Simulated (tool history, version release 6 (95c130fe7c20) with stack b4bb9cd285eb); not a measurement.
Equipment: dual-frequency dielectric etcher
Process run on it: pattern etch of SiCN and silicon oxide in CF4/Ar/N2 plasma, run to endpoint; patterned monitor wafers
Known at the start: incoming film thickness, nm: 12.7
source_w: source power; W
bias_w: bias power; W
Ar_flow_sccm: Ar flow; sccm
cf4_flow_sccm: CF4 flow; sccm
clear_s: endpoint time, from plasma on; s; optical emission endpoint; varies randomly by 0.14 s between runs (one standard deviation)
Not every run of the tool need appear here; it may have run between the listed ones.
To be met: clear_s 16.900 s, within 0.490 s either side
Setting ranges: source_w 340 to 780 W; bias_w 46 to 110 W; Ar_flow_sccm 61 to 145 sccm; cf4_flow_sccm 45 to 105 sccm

run  hour  source_w  bias_w  Ar_flow_sccm  cf4_flow_sccm  clear_s
  1   0.0       560      78           103             75   11.624
  2   5.1       530      77           104             75   12.210
  3  10.7       500      76           105             75   13.043
  4  15.8       500      76           105             66   13.223
  5  24.2       480      76           105             66   13.528
  6  28.1       480      90           105             66   12.718
  7  30.8       460      88           106             66   13.344
  8  39.1       440      87           107             66   13.758
  9  44.9       420      86           108             66   14.364
 10  50.5       410      85           109             66   14.976

Exercise: of the 5 proposed moves below, exactly one satisfies all targets within the stated allowed misses. Which move is it?
  A  56.1       480     101           122             67        ?
  B  56.1       490      86           111             66        ?
  C  56.1       360      77           126             68        ?
  D  56.1       420      94           100             55        ?
  E  56.1       470      86           103             62        ?

move  clear_s
   A   12.586
   B   12.880
   C   16.968
   D   14.153
   E   13.251
A: further off than the last run
B: further off than the last run
C: in spec on every target
D: further off than the last run
E: further off than the last run
Move C is the one to make.
